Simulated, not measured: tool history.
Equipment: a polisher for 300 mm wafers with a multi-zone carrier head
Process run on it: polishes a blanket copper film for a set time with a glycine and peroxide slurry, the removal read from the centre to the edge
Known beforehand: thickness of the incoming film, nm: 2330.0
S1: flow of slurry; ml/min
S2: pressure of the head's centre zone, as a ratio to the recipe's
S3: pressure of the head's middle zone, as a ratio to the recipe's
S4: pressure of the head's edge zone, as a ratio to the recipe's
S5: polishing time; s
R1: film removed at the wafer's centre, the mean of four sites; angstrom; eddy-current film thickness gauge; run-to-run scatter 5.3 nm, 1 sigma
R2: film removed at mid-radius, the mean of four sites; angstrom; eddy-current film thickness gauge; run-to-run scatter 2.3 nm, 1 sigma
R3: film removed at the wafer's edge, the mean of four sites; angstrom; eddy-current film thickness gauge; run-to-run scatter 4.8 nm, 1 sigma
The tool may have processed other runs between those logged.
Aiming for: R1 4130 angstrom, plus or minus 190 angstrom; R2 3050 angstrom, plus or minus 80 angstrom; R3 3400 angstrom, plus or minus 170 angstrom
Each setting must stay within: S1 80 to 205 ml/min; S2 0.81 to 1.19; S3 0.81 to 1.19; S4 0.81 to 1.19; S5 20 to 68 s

run    day   S1    S2    S3    S4  S5      R1      R2      R3
  1      0  135     1     1     1  44  2801.9  2784.7    2738
  2  0.246  135     1     1     1  34  2187.1  2180.8  2204.3
  3  0.412  135     1  1.03     1  34  2148.4  2227.6  2208.1
  4  0.738  145  1.04  1.01  1.04  37  2482.7  2395.4  2385.7
  5  0.942  145     1  1.01  1.04  37    2436  2425.7  2431.4
  6  1.275  145     1  1.01  0.97  37    2414  2414.5  2374.7
  7    1.5  155  1.02  0.97  0.99  40  2697.2  2572.3    2624
  8  1.654  165  1.05  0.95     1  42  2978.7  2638.2  2729.7
  9  1.783  170  1.07  0.93  1.01  44  3204.1  2751.9  2918.8
 10  1.862  175  1.09  0.92  1.02  45  3335.2    2806  2943.6
 11  2.162  170  1.19  0.84  1.11  53  4227.1  3085.3  3648.5
 12  2.438  170  1.19  0.85  1.09  53  4287.7  3070.4  3590.6
 13  2.742  170  1.19  0.86  1.08  53    4238  3089.1  3634.6

Exercise: of the 5 proposed moves below, exactly one satisfies all targets within the stated allowed misses. Which move is it?
  A  3.046   95   1.1  0.81  1.19  66   ?   ?   ?
  B  3.046  205  1.14  0.85  0.95  51   ?   ?   ?
  C  3.046  135  1.19  0.87  0.96  57   ?   ?   ?
  D  3.046  100  1.14  0.81  1.19  61   ?   ?   ?
  E  3.046  130  1.14  0.81  1.02  60   ?   ?   ?

move      R1      R2      R3
   A  4166.2  3147.4  4191.1
   B  4085.3    3023  3326.9
   C  4372.5  3187.2  3529.6
   D  4072.9  2959.6    3919
   E  4361.7  3136.5  3789.6
A: the biggest miss grows against the last run
B: meets every target
C: meets the target for the result that was furthest off, but another lies outside its allowed miss
D: the biggest miss grows against the last run
E: the biggest miss grows against the last run
So the answer is move B, the one that meets all the targets.
